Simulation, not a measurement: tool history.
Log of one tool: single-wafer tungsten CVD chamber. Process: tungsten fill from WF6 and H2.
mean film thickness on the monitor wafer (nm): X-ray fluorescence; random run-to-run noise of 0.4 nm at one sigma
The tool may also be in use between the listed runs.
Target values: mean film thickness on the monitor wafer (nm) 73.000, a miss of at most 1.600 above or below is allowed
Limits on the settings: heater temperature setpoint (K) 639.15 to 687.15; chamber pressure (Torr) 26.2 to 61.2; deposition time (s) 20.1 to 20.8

| run | day | heater temperature setpoint (K) | chamber pressure (Torr) | deposition time (s) | mean film thickness on the monitor wafer (nm) |
|---|---|---|---|---|---|
| 1 | 0.000 | 663.15 | 43.7 | 20.1 | 54.447 |
| 2 | 0.358 | 654.15 | 43.7 | 20.1 | 45.656 |
| 3 | 0.646 | 661.15 | 44.0 | 20.1 | 52.788 |
| 4 | 0.821 | 666.15 | 44.2 | 20.1 | 58.028 |
| 5 | 0.871 | 670.15 | 44.4 | 20.1 | 62.634 |
| 6 | 1.071 | 672.15 | 44.5 | 20.1 | 65.339 |
| 7 | 1.425 | 674.15 | 44.6 | 20.1 | 66.994 |
| 8 | 1.579 | 680.15 | 44.9 | 20.1 | 76.132 |

Next run, 4 choices. One meets every target within its allowed miss, the rest don't. Which?
| A | 1.733 | 676.15 | 51.0 | 20.1 | ? |
| B | 1.733 | 678.15 | 50.4 | 20.4 | ? |
| C | 1.733 | 682.15 | 44.0 | 20.1 | ? |
| D | 1.733 | 682.15 | 41.2 | 20.6 | ? |

| move | mean film thickness on the monitor wafer (nm) |
|---|---|
| A | 73.547 |
| B | 76.965 |
| C | 77.098 |
| D | 77.048 |
A: in spec on every target
B: lands further from the targets than the last run did
C: lands further from the targets than the last run did
D: lands further from the targets than the last run did
A meets every target.
